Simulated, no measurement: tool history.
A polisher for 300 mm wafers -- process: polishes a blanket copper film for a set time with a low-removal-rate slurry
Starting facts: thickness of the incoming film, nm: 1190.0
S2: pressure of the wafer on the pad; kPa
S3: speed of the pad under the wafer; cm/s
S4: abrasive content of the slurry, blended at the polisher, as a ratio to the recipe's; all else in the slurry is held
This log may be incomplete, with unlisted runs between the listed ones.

{"run": 1, "hour": 0.0, "flow of slurry (ml/min)": 190, "S2": 15.9, "S3": 134, "S4": 1, "polishing time (s)": 52, "film removed (nm)": 154.2}
{"run": 2, "hour": 2.0, "flow of slurry (ml/min)": 190, "S2": 15.9, "S3": 134, "S4": 1, "polishing time (s)": 52, "film removed (nm)": 155.13}
{"run": 3, "hour": 10.6, "flow of slurry (ml/min)": 190, "S2": 17.9, "S3": 140, "S4": 1, "polishing time (s)": 52, "film removed (nm)": 179.81}
{"run": 4, "hour": 17.4, "flow of slurry (ml/min)": 190, "S2": 17.9, "S3": 140, "S4": 0.85, "polishing time (s)": 52, "film removed (nm)": 172.36}
{"run": 5, "hour": 23.2, "flow of slurry (ml/min)": 165, "S2": 17.9, "S3": 140, "S4": 0.85, "polishing time (s)": 52, "film removed (nm)": 168.62}
{"run": 6, "hour": 31.6, "flow of slurry (ml/min)": 165, "S2": 17.9, "S3": 118, "S4": 0.85, "polishing time (s)": 52, "film removed (nm)": 142.63}

Run 7 comes next. What will it give?
{"run": 7, "hour": 36.4, "flow of slurry (ml/min)": 170, "S2": 19.3, "S3": 130, "S4": 0.85, "polishing time (s)": 52, "film removed (nm)": "?"}

{"run 7": {"film removed (nm)": 165.58}}
